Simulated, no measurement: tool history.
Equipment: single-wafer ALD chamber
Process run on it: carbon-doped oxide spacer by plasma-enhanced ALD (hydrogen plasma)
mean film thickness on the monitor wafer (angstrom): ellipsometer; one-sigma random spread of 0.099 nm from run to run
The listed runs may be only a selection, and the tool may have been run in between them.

| run | hour | heater temperature setpoint (°C) | number of ALD cycles (cycles) | mean film thickness on the monitor wafer (angstrom) |
|---|---|---|---|---|
| 1 | 0.0 | 415 | 529 | 261.56 |
| 2 | 8.4 | 417 | 510 | 251.36 |
| 3 | 13.5 | 417 | 482 | 234.94 |
| 4 | 16.0 | 418 | 479 | 233.88 |
| 5 | 19.9 | 418 | 554 | 269.56 |
|  | 27.8 | thermocouple changed; heater temperature recalibrated |
| 6 | 27.8 | 418 | 524 | 258.65 |

Predict the results of run 7:
| 7 | 35.6 | 427 | 446 | ? |

Run 7 came out at mean film thickness on the monitor wafer (angstrom) 213.35.
